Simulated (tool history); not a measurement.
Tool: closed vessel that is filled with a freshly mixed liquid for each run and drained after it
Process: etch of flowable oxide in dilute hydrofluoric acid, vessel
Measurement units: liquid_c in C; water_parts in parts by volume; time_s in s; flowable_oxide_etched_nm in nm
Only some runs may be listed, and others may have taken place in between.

run,hour,liquid_c,water_parts,time_s,flowable_oxide_etched_nm
1,0,20,260,260,17.817
2,2.5,20,260,260,17.817
3,6.2,17,260,260,15.836
4,11.2,17,175,260,25.525
5,16.6,17,175,275,26.822
6,23,19.5,175,275,29.725
7,26.4,21.5,175,275,32.068
8,34.1,21.5,175,275,32.24
9,40.2,22.5,175,275,33.459
10,48,23.5,175,275,34.477

Predict the results of run 11:
11,54.6,24,175,275,?

flowable_oxide_etched_nm: 35.618 nm

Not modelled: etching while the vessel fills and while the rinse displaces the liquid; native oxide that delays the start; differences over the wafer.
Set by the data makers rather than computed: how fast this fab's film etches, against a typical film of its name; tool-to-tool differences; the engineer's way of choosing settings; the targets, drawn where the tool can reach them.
